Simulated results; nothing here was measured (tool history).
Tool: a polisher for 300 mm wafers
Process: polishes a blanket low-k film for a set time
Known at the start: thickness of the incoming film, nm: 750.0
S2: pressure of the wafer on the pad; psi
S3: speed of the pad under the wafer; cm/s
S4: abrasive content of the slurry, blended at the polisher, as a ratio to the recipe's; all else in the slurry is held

run 1 day=0 | flow_of_slurry_(ml/min)=285 S2=2 S3=118 S4=1 polishing_time_(s)=28 | film_removed_(angstrom)=102.01
run 2 day=0.121 | flow_of_slurry_(ml/min)=340 S2=2 S3=118 S4=1 polishing_time_(s)=28 | film_removed_(angstrom)=103.42
run 3 day=0.271 | flow_of_slurry_(ml/min)=340 S2=2.3 S3=118 S4=1 polishing_time_(s)=28 | film_removed_(angstrom)=118.88
run 4 day=0.383 | flow_of_slurry_(ml/min)=340 S2=2.3 S3=118 S4=1.1 polishing_time_(s)=28 | film_removed_(angstrom)=120.37
run 5 day=0.704 | flow_of_slurry_(ml/min)=340 S2=2.3 S3=118 S4=1.1 polishing_time_(s)=28 | film_removed_(angstrom)=121.42
run 6 day=0.838 | flow_of_slurry_(ml/min)=340 S2=2 S3=112 S4=1.1 polishing_time_(s)=28 | film_removed_(angstrom)=102.92
run 7 day=0.967 | flow_of_slurry_(ml/min)=340 S2=1.8 S3=106 S4=1.1 polishing_time_(s)=28 | film_removed_(angstrom)=87.755
run 8 day=1.312 | flow_of_slurry_(ml/min)=340 S2=1.6 S3=104 S4=1.1 polishing_time_(s)=28 | film_removed_(angstrom)=76.701

Run 9 comes next. What will it give?
run 9 day=1.529 | flow_of_slurry_(ml/min)=340 S2=1.5 S3=104 S4=1.1 polishing_time_(s)=28 | film_removed_(angstrom)=?

{"run 9": {"film removed (angstrom)": 72.1}}

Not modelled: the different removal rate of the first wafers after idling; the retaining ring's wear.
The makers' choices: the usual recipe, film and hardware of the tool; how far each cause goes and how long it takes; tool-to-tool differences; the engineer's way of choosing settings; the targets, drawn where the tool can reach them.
